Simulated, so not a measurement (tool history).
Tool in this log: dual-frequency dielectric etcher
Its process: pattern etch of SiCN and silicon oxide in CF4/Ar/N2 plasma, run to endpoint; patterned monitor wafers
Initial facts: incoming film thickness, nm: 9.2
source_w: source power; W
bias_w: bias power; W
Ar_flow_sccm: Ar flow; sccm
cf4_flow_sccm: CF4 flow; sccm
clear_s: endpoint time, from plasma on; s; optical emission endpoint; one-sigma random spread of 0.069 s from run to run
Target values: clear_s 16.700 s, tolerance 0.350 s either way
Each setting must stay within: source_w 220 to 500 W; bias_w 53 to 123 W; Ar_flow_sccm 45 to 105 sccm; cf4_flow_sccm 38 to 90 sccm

run,hour,source_w,bias_w,Ar_flow_sccm,cf4_flow_sccm,clear_s
1,0.0,360,88,75,64,10.769
2,0.9,320,88,75,64,11.904
3,9.4,320,88,66,64,11.569
4,14.7,320,88,56,64,11.260
# hour 22.5: source power generator calibrated
5,22.5,320,98,56,64,11.003
6,29.9,290,89,63,61,12.812
7,33.7,270,85,64,61,13.775
8,35.7,260,82,65,61,14.611
9,40.1,220,77,66,61,17.257

Next run, 5 choices. One meets every target within its allowed miss, the rest don't. Which?
A,44.5,230,66,81,68,?
B,44.5,230,74,91,69,?
C,44.5,220,70,63,58,?
D,44.5,220,86,75,60,?
E,44.5,220,69,62,58,?

move,clear_s
A,18.083
B,17.542
C,17.949
D,16.885
E,17.997
A: its largest miss is bigger than the last run's
B: its largest miss is bigger than the last run's
C: its largest miss is bigger than the last run's
D: every result within its allowed miss
E: its largest miss is bigger than the last run's
The right move is D.
